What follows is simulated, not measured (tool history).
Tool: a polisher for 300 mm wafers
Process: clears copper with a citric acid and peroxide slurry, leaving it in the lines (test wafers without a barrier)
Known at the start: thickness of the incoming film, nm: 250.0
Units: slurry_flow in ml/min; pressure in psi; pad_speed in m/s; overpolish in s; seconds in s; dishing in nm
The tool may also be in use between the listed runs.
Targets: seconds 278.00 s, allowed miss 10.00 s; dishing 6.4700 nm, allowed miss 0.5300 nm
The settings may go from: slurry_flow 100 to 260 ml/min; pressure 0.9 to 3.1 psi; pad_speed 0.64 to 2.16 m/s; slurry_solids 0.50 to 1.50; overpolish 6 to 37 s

run  hour  slurry_flow  pressure  pad_speed  slurry_solids  overpolish  seconds  dishing
  1   0.0          165       2.0       1.40           1.00          19   132.29  23.1100
  2   3.6          125       2.0       1.40           1.00          19   143.04  22.5320
  3  10.5          125       2.0       1.58           1.00          19   123.71  25.3210
  4  16.9          100       2.0       1.58           1.00          19   127.23  24.3080
  5  22.3          100       1.9       1.54           1.00          18   137.19  20.5610
  6  29.8          100       1.9       1.54           1.00          13   140.58  15.8450
  7  31.7          100       1.9       1.54           1.00          13   138.22  15.9940
  8  32.7          100       1.8       1.50           1.00          13   149.14  14.7210
  9  39.6          100       1.7       1.46           1.00          13   164.51  13.7200
 10  47.3          100       1.6       1.44           1.00          12   175.45  11.2540
 11  54.5          100       1.5       1.42           1.00          12   191.57  11.3000
 12  62.5          100       1.4       1.42           1.00          12   198.92  10.4260
 13  66.1          100       1.4       1.40           1.00          12   206.05  10.2390
 14  68.7          100       1.3       1.40           1.00          12   220.57   9.7609

Which of these 4 next moves meets every target?
  A  71.3          105       0.9       1.54           1.10          10        ?        ?
  B  71.3          115       1.0       1.64           0.95          24        ?        ?
  C  71.3          100       1.0       1.28           1.05          12        ?        ?
  D  71.3          105       1.3       1.62           0.95          13        ?        ?

move  seconds  dishing
   A   275.39   6.6334
   B   240.83  16.6880
   C   304.07   7.1966
   D   193.11  11.9110
A: meets every target
B: further off than the last run
C: nearer than the last run, and not there yet
D: further off than the last run
Answer: A

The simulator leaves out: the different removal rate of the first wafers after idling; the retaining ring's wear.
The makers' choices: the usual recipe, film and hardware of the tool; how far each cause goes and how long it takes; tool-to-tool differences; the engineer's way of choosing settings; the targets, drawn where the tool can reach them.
